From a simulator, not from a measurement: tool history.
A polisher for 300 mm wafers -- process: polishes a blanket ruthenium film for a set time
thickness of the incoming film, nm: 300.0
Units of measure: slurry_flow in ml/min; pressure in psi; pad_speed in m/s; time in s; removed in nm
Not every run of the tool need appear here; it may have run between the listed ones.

| run | hour | slurry_flow | pressure | pad_speed | time | removed |
|---|---|---|---|---|---|---|
| 1 | 0 | 300 | 1.7 | 1.12 | 23 | 24.722 |
| 2 | 4.1 | 235 | 1.7 | 1.12 | 23 | 24.14 |
| 3 | 8.8 | 240 | 1.9 | 1.12 | 23 | 26.606 |
| 4 | 11.3 | 250 | 2.1 | 1.12 | 23 | 29.819 |
| 5 | 13.7 | 260 | 2.2 | 1.12 | 23 | 31.353 |
| 6 | 20.6 | 265 | 2.3 | 1.12 | 23 | 32.535 |

What will run 7 give?
| 7 | 26.2 | 265 | 2.4 | 1.12 | 23 | ? |

Run 7 yielded removed 34.272 nm.
